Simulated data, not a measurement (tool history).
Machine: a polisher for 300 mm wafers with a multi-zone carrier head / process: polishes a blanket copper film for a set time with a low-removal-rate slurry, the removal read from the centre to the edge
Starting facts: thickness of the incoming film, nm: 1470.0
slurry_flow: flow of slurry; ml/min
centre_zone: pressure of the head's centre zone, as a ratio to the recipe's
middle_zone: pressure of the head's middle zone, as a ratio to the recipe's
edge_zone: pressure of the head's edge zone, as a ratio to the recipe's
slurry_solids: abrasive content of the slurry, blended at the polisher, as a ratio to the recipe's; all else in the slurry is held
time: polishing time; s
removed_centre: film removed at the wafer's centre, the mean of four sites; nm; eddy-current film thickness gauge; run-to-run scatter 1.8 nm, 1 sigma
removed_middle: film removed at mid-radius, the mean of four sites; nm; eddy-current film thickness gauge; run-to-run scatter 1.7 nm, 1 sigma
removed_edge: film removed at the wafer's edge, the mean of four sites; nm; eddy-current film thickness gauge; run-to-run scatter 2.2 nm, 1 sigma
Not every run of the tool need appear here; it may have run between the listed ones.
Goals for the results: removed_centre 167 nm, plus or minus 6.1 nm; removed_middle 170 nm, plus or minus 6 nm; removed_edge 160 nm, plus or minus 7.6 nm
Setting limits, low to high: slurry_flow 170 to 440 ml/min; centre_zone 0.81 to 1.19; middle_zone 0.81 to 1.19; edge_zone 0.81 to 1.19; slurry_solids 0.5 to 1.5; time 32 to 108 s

run,hour,slurry_flow,centre_zone,middle_zone,edge_zone,slurry_solids,time,removed_centre,removed_middle,removed_edge
1,0,280,1,1,1,1,70,207.13,211.63,209.62
2,7.9,250,1,1,1,1,70,203.77,203.98,206.4
3,16.4,310,1,1,1,1,70,212.61,210.29,209.41
4,22.9,310,1,0.95,1,1,70,208.72,203.32,209.22
5,29,255,1,0.95,1,1,70,207.65,198.19,206.58
6,31.3,260,0.99,0.95,0.98,0.9,69,200.21,193.03,200.75
7,36.6,265,0.99,0.96,0.96,0.85,67,188.01,187.58,189.46
8,45.5,270,0.99,0.96,0.94,0.8,66,185.95,176.7,181.84
9,50.9,270,0.98,0.98,0.92,0.75,66,181.72,178.97,171.64
10,52.9,270,0.97,0.98,0.91,0.75,66,175.21,180.85,174.59
11,60.3,270,0.97,0.98,0.9,0.7,66,174.6,176.43,171.37
12,61.6,270,0.97,0.98,0.89,0.7,66,177.6,175.81,170.17

Which single option among these 5 for the next run brings every result within its allowed miss of target? Just one does.
A,62.9,245,1.04,1.08,0.88,1,50,?,?,?
B,62.9,340,1.1,1,0.81,0.5,61,?,?,?
C,62.9,270,0.9,1.01,0.91,0.65,63,?,?,?
D,62.9,290,0.95,0.98,0.85,0.7,63,?,?,?
E,62.9,230,0.92,1.19,0.81,0.55,63,?,?,?

move,removed_centre,removed_middle,removed_edge
A,148.37,158.87,140.03
B,162.4,157.1,141.85
C,156.17,171.63,162.29
D,165.09,171.47,161.22
E,149.31,186.6,145.92
A: pushes the last run's worst result past its target
B: brings the last run's worst result on target, with another outside its allowed miss
C: pushes the last run's worst result past its target
D: all results in spec
E: pushes the last run's worst result past its target
Move D is the one to make.
